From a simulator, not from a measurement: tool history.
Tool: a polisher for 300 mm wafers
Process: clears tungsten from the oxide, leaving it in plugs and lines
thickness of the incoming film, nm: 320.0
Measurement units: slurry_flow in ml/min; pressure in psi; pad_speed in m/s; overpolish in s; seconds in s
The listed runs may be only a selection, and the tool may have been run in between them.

| run | hour | slurry_flow | pressure | pad_speed | slurry_solids | overpolish | seconds |
|---|---|---|---|---|---|---|---|
| 1 | 0.0 | 185 | 3.0 | 0.86 | 1.0 | 4 | 102.270 |
| 2 | 4.2 | 185 | 3.0 | 0.86 | 1.0 | 4 | 102.830 |
| 3 | 8.8 | 190 | 3.2 | 0.86 | 1.0 | 4 | 95.208 |
| 4 | 13.8 | 195 | 3.3 | 0.86 | 1.0 | 4 | 90.938 |
| 5 | 22.8 | 195 | 3.3 | 0.86 | 1.0 | 4 | 93.050 |
| 6 | 31.6 | 195 | 3.3 | 0.86 | 1.0 | 4 | 91.614 |
| 7 | 39.4 | 200 | 3.4 | 0.86 | 1.0 | 4 | 89.592 |

Predict the results of run 8:
| 8 | 42.5 | 200 | 3.5 | 0.86 | 1.0 | 4 | ? |

{"run 8": {"seconds": 84.683}}

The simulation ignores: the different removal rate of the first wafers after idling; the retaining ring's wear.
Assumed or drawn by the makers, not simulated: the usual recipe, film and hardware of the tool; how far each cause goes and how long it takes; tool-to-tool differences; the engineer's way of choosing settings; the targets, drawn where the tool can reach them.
